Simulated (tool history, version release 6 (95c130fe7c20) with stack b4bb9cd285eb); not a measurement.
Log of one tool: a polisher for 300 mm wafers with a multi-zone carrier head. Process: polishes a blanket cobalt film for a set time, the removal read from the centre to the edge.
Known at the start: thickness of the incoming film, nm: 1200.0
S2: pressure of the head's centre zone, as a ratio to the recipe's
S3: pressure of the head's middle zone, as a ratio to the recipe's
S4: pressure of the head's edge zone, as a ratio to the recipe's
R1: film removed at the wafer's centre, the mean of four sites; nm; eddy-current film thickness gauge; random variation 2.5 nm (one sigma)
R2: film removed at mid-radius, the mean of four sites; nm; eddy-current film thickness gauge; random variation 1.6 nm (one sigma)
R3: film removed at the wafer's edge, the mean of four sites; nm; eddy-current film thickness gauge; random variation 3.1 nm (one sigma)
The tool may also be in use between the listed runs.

Run 1, hour 0: flow of slurry (ml/min) 280, S2 1, S3 1, S4 1, polishing time (s) 62. Result: R1 386.86 nm, R2 396.37 nm, R3 387.59 nm.
Run 2, hour 3.1: flow of slurry (ml/min) 275, S2 0.98, S3 0.99, S4 0.98, polishing time (s) 60. Result: R1 357.54 nm, R2 379.39 nm, R3 367.54 nm.
Run 3, hour 5.2: flow of slurry (ml/min) 270, S2 0.97, S3 0.98, S4 0.96, polishing time (s) 58. Result: R1 351.77 nm, R2 365.26 nm, R3 350.94 nm.
Run 4, hour 11.7: flow of slurry (ml/min) 265, S2 0.95, S3 0.97, S4 0.96, polishing time (s) 56. Result: R1 323.65 nm, R2 346.17 nm, R3 334.91 nm.
Run 5, hour 13.5: flow of slurry (ml/min) 265, S2 0.95, S3 0.97, S4 0.88, polishing time (s) 56. Result: R1 323.36 nm, R2 346.69 nm, R3 335.41 nm.
Run 6, hour 20.7: flow of slurry (ml/min) 260, S2 0.94, S3 0.97, S4 0.88, polishing time (s) 54. Result: R1 309.26 nm, R2 335.88 nm, R3 320.32 nm.
Run 7, hour 29.6: flow of slurry (ml/min) 255, S2 0.93, S3 0.96, S4 0.87, polishing time (s) 53. Result: R1 295.29 nm, R2 327.39 nm, R3 305.58 nm.

The next listed run, before its measurement:
Run 8, hour 36.5: flow of slurry (ml/min) 250, S2 0.92, S3 0.94, S4 0.87, polishing time (s) 52. Result: R1 ?, R2 ?, R3 ?.

{"run 8": {"R1": 288.88, "R2": 317.69, "R3": 306.82}}
